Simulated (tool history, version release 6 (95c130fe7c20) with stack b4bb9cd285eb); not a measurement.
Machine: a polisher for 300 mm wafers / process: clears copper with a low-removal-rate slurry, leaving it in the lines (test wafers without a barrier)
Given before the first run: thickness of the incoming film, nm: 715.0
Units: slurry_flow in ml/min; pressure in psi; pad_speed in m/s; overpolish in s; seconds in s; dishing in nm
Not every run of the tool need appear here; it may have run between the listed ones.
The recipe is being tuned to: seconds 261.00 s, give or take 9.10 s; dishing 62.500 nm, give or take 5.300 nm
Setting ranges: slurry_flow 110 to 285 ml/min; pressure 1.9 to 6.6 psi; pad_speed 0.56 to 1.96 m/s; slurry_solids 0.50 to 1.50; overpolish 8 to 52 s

run	hour	slurry_flow	pressure	pad_speed	slurry_solids	overpolish	seconds	dishing
1	0.0	180	4.2	1.26	1.00	26	135.26	84.652
2	6.7	180	4.2	1.26	1.00	17	136.99	63.545
3	9.4	180	3.8	1.24	1.00	20	152.54	63.748
4	12.3	160	3.8	1.24	1.00	20	155.73	63.324
5	17.2	155	3.5	1.22	1.00	22	174.41	61.855
6	23.1	155	3.5	1.22	1.00	31	174.90	80.424
7	26.6	150	3.3	1.22	1.00	31	187.02	77.675
8	32.7	145	3.1	1.22	1.00	31	202.54	69.993
9	36.4	140	3.0	1.22	1.00	32	207.10	74.094
10	43.8	135	1.9	1.20	1.00	31	324.38	47.255
11	51.1	135	2.0	1.20	1.00	31	308.96	50.156
12	60.1	135	2.1	1.20	1.00	31	293.64	51.335
13	67.1	135	2.2	1.20	1.00	31	284.80	51.187
14	72.6	155	2.6	1.20	1.00	37	236.37	69.855
15	81.3	150	2.6	1.20	1.00	37	235.44	71.104
16	85.5	150	2.1	1.20	1.00	35	284.83	60.386

Below are 4 possible settings for the next run. Only one of them brings all results inside the allowed miss of their targets. Which is it?
A	89.7	150	2.6	1.20	0.95	23	?	?
B	89.7	145	2.6	1.18	1.05	43	?	?
C	89.7	110	1.9	1.44	0.90	35	?	?
D	89.7	175	2.4	1.14	0.95	34	?	?

move	seconds	dishing
A	241.47	49.880
B	242.42	77.652
C	296.06	56.540
D	266.23	61.591
A: takes the biggest miss from the last run beyond its target
B: takes the biggest miss from the last run beyond its target
C: lands further from the targets than the last run did
D: hits every target within its allowed miss
The move that meets every target is D.

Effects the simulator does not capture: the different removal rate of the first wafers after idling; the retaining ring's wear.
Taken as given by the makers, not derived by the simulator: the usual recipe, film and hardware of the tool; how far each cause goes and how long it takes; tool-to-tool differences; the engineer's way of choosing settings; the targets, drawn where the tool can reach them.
